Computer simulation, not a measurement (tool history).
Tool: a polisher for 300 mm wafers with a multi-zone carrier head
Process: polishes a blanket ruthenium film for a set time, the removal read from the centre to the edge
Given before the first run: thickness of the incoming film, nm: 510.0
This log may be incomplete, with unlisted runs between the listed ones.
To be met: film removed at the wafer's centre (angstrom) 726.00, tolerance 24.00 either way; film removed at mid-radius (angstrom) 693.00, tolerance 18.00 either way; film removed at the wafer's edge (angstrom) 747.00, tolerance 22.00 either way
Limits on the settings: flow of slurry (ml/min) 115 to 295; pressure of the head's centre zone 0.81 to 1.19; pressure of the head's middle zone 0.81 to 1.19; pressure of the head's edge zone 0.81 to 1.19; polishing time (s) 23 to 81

run  hour  flow of slurry (ml/min)  pressure of the head's centre zone  pressure of the head's middle zone  pressure of the head's edge zone  polishing time (s)  film removed at the wafer's centre (angstrom)  film removed at mid-radius (angstrom)  film removed at the wafer's edge (angstrom)
  1   0.0                      190                                1.00                                1.00                              1.00                  52                                         489.26                                 490.41                                       499.74
  2   7.3                      200                                1.02                                1.01                              1.05                  57                                         552.07                                 543.26                                       560.07
  3  11.9                      205                                1.03                                1.01                              1.08                  61                                         594.34                                 580.57                                       610.22
  4  13.0                      210                                1.04                                1.02                              1.10                  64                                         630.66                                 627.11                                       637.82
  5  18.1                      215                                1.04                                1.01                              1.12                  66                                         659.21                                 628.98                                       672.38
  6  20.0                      220                                1.04                                1.02                              1.14                  67                                         670.08                                 645.60                                       683.88
  7  28.4                      225                                1.04                                1.02                              1.15                  68                                         681.03                                 665.21                                       698.06
  8  33.3                      230                                1.04                                1.02                              1.16                  69                                         700.75                                 667.36                                       718.75
  9  40.1                      235                                1.04                                1.02                              1.17                  69                                         699.27                                 678.89                                       731.85
 10  47.5                      240                                1.05                                1.02                              1.17                  69                                         712.18                                 678.34                                       722.92

Below are 4 possible settings for the next run. Only one of them brings all results inside the allowed miss of their targets. Which is it?
  A  54.9                      230                                1.03                                0.99                              1.14                  73                                              ?                                      ?                                            ?
  B  54.9                      255                                1.05                                0.95                              1.19                  69                                              ?                                      ?                                            ?
  C  54.9                      145                                1.11                                1.03                              1.03                  74                                              ?                                      ?                                            ?
  D  54.9                      240                                1.04                                1.05                              1.08                  68                                              ?                                      ?                                            ?

move  film removed at the wafer's centre (angstrom)  film removed at mid-radius (angstrom)  film removed at the wafer's edge (angstrom)
   A                                         720.13                                 695.54                                       760.28
   B                                         701.97                                 641.62                                       741.03
   C                                         740.31                                 690.05                                       703.16
   D                                         681.00                                 684.03                                       690.73
A: in spec on every target
B: gets the furthest-off result to its target, but another result is out of tolerance
C: its largest miss is bigger than the last run's
D: its largest miss is bigger than the last run's
The move that meets every target is A.
